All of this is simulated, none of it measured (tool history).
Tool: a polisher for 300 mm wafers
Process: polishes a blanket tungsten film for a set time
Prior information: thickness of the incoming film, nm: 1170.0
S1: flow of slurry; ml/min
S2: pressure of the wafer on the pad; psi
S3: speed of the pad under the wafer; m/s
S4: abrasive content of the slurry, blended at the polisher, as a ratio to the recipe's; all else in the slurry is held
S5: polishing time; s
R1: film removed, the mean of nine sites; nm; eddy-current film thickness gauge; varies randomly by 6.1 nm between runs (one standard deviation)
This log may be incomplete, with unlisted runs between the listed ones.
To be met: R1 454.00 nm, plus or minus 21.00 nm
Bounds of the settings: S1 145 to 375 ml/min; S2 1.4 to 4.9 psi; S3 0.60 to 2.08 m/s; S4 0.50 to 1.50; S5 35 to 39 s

Run 1, day 0.000: S1 240 ml/min, S2 3.1 psi, S3 1.34 m/s, S4 1.00, S5 39 s. Result: R1 235.31 nm.
Run 2, day 0.296: S1 240 ml/min, S2 3.1 psi, S3 1.12 m/s, S4 1.00, S5 39 s. Result: R1 200.39 nm.
Run 3, day 0.592: S1 285 ml/min, S2 3.1 psi, S3 1.12 m/s, S4 1.00, S5 39 s. Result: R1 207.68 nm.
Run 4, day 0.675: S1 285 ml/min, S2 3.1 psi, S3 0.86 m/s, S4 1.00, S5 39 s. Result: R1 160.00 nm.
Run 5, day 0.967: S1 285 ml/min, S2 3.5 psi, S3 0.96 m/s, S4 1.00, S5 39 s. Result: R1 202.04 nm.
Run 6, day 1.142: S1 285 ml/min, S2 3.8 psi, S3 1.04 m/s, S4 1.00, S5 39 s. Result: R1 243.01 nm.
Run 7, day 1.300: S1 285 ml/min, S2 4.0 psi, S3 1.10 m/s, S4 1.00, S5 39 s. Result: R1 263.20 nm.
Run 8, day 1.408: S1 295 ml/min, S2 4.9 psi, S3 1.46 m/s, S4 1.05, S5 39 s. Result: R1 423.40 nm.
Run 9, day 1.475: S1 295 ml/min, S2 4.9 psi, S3 1.48 m/s, S4 1.05, S5 39 s. Result: R1 429.95 nm.

Which one of the following 4 next-run settings gets every result inside its allowed miss? There is exactly one.
Run A, day 1.542: S1 285 ml/min, S2 4.9 psi, S3 1.54 m/s, S4 1.05, S5 39 s. Result: R1 ?.
Run B, day 1.542: S1 305 ml/min, S2 4.9 psi, S3 1.80 m/s, S4 1.00, S5 39 s. Result: R1 ?.
Run C, day 1.542: S1 365 ml/min, S2 4.9 psi, S3 1.40 m/s, S4 0.95, S5 39 s. Result: R1 ?.
Run D, day 1.542: S1 200 ml/min, S2 4.9 psi, S3 1.42 m/s, S4 1.25, S5 39 s. Result: R1 ?.

move      R1
   A  446.05
   B  517.78
   C  407.40
   D  409.15
A: each result inside its tolerance
B: takes the biggest miss from the last run beyond its target
C: misses by more than the last run did
D: misses by more than the last run did
Answer: A

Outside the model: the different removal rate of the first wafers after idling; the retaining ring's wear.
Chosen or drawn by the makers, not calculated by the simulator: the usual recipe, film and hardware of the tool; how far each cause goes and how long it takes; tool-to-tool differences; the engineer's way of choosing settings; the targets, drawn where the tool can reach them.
